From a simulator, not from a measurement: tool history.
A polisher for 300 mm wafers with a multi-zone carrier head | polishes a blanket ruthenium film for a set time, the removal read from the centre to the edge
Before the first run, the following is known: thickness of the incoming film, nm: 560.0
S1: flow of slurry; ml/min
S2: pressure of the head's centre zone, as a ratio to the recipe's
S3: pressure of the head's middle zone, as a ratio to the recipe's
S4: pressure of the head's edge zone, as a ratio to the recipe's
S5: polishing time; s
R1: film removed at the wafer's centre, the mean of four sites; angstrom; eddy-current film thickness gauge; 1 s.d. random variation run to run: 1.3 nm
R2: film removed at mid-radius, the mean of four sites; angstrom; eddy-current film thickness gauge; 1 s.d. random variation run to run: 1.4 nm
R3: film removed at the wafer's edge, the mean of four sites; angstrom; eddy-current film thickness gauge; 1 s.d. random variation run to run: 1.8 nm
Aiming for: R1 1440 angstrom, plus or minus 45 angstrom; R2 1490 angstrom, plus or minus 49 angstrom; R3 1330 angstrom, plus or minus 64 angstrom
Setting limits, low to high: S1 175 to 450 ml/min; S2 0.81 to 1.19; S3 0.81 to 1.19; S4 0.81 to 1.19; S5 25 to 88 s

run	day	S1	S2	S3	S4	S5	R1	R2	R3
1	0	290	1	1	1	56	996.62	997.99	1003.9
2	0.204	300	1.04	1.06	1.02	60	1147.3	1138.3	1082.5
3	0.325	305	1.05	1.1	1.05	63	1216.6	1214.4	1166.2
4	0.433	305	1.05	1.1	1.05	56	1083.4	1101.5	1002.4
5	0.462	305	1.05	1.1	0.97	56	1067.2	1071	996.68
6	0.538	305	1.01	1.1	0.97	56	1032.6	1099.1	975.83
7	0.758	310	1.03	1.12	0.99	61	1136.5	1202.7	1064
8	0.871	310	1.04	1.13	1.02	65	1222.1	1293.8	1195.4
9	1.075	330	1.06	1.15	1.01	67	1311.3	1356.3	1219
10	1.2	330	1.07	1.16	1.02	68	1330.5	1410.9	1254.5
11	1.388	330	1.08	1.17	1.03	69	1362.3	1410.7	1268.4
12	1.725	335	1.08	1.18	1.04	70	1399.2	1461.1	1273.1

Exercise: of the 4 proposed moves below, exactly one satisfies all targets within the stated allowed misses. Which move is it?
A	2.062	245	1.04	1.1	0.94	78	?	?	?
B	2.062	380	1.06	1.19	1.05	68	?	?	?
C	2.062	280	1.07	1.04	1.09	74	?	?	?
D	2.062	310	1.07	1.17	1.08	69	?	?	?

move	R1	R2	R3
A	1435.6	1488.7	1332.4
B	1318.8	1430.8	1252.1
C	1414.9	1359	1369.4
D	1330.8	1411.7	1275.7
A: all results land within tolerance of their targets
B: misses by more than the last run did
C: brings the result that was furthest off to its target, and leaves another outside
D: misses by more than the last run did
A meets every target.
